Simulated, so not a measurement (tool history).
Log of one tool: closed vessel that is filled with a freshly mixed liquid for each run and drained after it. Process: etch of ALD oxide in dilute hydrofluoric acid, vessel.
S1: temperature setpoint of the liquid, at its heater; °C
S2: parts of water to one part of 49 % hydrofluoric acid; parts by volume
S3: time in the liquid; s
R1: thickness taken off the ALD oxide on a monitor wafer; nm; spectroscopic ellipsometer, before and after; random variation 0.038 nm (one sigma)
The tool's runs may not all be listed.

run	hour	S1	S2	S3	R1
1	0.0	23.0	130	95	6.4627
2	4.0	21.5	130	95	6.1417
3	6.4	21.5	90	95	9.1907
4	11.0	20.5	105	95	7.5305
5	17.8	20.0	115	95	6.6736
6	26.5	22.0	115	95	7.0843
7	29.4	22.0	115	95	7.1851
8	31.8	21.0	125	95	6.2618
9	39.9	20.5	130	95	5.8622

Forecast run 10:
10	43.5	20.0	135	95	?

R1: 5.5066 nm
